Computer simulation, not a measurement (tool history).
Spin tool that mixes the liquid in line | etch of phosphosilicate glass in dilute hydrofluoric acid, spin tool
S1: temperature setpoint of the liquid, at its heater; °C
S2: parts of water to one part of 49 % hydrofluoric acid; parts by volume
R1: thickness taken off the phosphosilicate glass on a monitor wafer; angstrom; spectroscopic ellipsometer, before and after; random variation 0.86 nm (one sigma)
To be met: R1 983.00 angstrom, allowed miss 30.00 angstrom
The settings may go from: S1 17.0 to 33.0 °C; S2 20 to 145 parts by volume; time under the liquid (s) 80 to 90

run 1 hour=0.0 | S1=25.0 S2=80 time_under_the_liquid_(s)=80 | R1=632.56
run 2 hour=6.9 | S1=25.0 S2=60 time_under_the_liquid_(s)=80 | R1=883.46
run 3 hour=10.6 | S1=25.0 S2=90 time_under_the_liquid_(s)=80 | R1=548.59
run 4 hour=17.2 | S1=26.0 S2=85 time_under_the_liquid_(s)=80 | R1=625.35
run 5 hour=19.7 | S1=27.0 S2=85 time_under_the_liquid_(s)=80 | R1=642.66
run 6 hour=28.4 | S1=28.0 S2=85 time_under_the_liquid_(s)=80 | R1=662.88
run 7 hour=32.2 | S1=28.5 S2=85 time_under_the_liquid_(s)=80 | R1=689.15
run 8 hour=37.4 | S1=29.0 S2=85 time_under_the_liquid_(s)=80 | R1=695.08
run 9 hour=43.5 | S1=29.5 S2=85 time_under_the_liquid_(s)=80 | R1=715.12
-- hour=44.5 thermometer replaced
run 10 hour=44.5 | S1=29.5 S2=85 time_under_the_liquid_(s)=80 | R1=740.30
run 11 hour=47.0 | S1=30.0 S2=85 time_under_the_liquid_(s)=80 | R1=751.81
run 12 hour=53.5 | S1=30.5 S2=85 time_under_the_liquid_(s)=80 | R1=766.17
run 13 hour=56.3 | S1=31.0 S2=85 time_under_the_liquid_(s)=80 | R1=786.55
run 14 hour=58.4 | S1=31.5 S2=85 time_under_the_liquid_(s)=80 | R1=789.03
run 15 hour=66.7 | S1=32.5 S2=80 time_under_the_liquid_(s)=80 | R1=895.38

Which of these 4 next moves meets every target?
run A hour=75.0 | S1=32.0 S2=85 time_under_the_liquid_(s)=80 | R1=?
run B hour=75.0 | S1=31.5 S2=70 time_under_the_liquid_(s)=80 | R1=?
run C hour=75.0 | S1=33.0 S2=70 time_under_the_liquid_(s)=80 | R1=?
run D hour=75.0 | S1=32.5 S2=85 time_under_the_liquid_(s)=80 | R1=?

move=A R1=810.19
move=B R1=987.85
move=C R1=1045.40
move=D R1=825.42
A: further off than the last run
B: meets every target
C: takes the result that was furthest off past its target
D: further off than the last run
Move B is the one to make.
